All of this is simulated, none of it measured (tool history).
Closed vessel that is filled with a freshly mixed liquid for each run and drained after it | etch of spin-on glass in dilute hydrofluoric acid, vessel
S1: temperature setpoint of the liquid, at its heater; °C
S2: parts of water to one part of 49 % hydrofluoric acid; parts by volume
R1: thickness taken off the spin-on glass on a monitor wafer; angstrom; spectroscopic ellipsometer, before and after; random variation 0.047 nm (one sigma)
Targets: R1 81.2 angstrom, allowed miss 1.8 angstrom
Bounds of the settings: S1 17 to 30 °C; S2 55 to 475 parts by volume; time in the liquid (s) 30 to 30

{"run": 1, "day": 0.0, "S1": 22, "S2": 265, "time in the liquid (s)": 30, "R1": 34.796}
{"run": 2, "day": 0.05, "S1": 23.5, "S2": 245, "time in the liquid (s)": 30, "R1": 40.794}
{"run": 3, "day": 0.396, "S1": 20.5, "S2": 245, "time in the liquid (s)": 30, "R1": 36.386}
{"run": 4, "day": 0.746, "S1": 17, "S2": 245, "time in the liquid (s)": 30, "R1": 32.15}
{"run": 5, "day": 1.0, "S1": 19, "S2": 230, "time in the liquid (s)": 30, "R1": 36.995}
{"run": 6, "day": 1.325, "S1": 20.5, "S2": 215, "time in the liquid (s)": 30, "R1": 43.038}
{"run": 7, "day": 1.65, "S1": 20.5, "S2": 215, "time in the liquid (s)": 30, "R1": 43.006}
{"run": 8, "day": 2.004, "S1": 22, "S2": 205, "time in the liquid (s)": 30, "R1": 48.542}
{"run": 9, "day": 2.079, "S1": 23.5, "S2": 200, "time in the liquid (s)": 30, "R1": 52.58}
{"run": 10, "day": 2.229, "S1": 24.5, "S2": 195, "time in the liquid (s)": 30, "R1": 56.087}
{"run": 11, "day": 2.454, "S1": 25.5, "S2": 190, "time in the liquid (s)": 30, "R1": 60.441}
{"run": 12, "day": 2.733, "S1": 26, "S2": 185, "time in the liquid (s)": 30, "R1": 63.15}
{"run": 13, "day": 3.017, "S1": 26.5, "S2": 180, "time in the liquid (s)": 30, "R1": 66.454}
{"run": 14, "day": 3.254, "S1": 30, "S2": 160, "time in the liquid (s)": 30, "R1": 88.085}
{"run": 15, "day": 3.529, "S1": 29.5, "S2": 160, "time in the liquid (s)": 30, "R1": 85.112}
{"run": 16, "day": 3.721, "S1": 29, "S2": 160, "time in the liquid (s)": 30, "R1": 84.045}

Which of these 4 next moves meets every target?
{"run": "A", "day": 3.912, "S1": 28.5, "S2": 155, "time in the liquid (s)": 30, "R1": "?"}
{"run": "B", "day": 3.912, "S1": 29.5, "S2": 160, "time in the liquid (s)": 30, "R1": "?"}
{"run": "C", "day": 3.912, "S1": 29, "S2": 165, "time in the liquid (s)": 30, "R1": "?"}
{"run": "D", "day": 3.912, "S1": 29.5, "S2": 155, "time in the liquid (s)": 30, "R1": "?"}

move=A R1=85.879
move=B R1=85.709
move=C R1=81.119
move=D R1=89.042
A: further off than the last run
B: further off than the last run
C: meets every target
D: further off than the last run
The right move is C.

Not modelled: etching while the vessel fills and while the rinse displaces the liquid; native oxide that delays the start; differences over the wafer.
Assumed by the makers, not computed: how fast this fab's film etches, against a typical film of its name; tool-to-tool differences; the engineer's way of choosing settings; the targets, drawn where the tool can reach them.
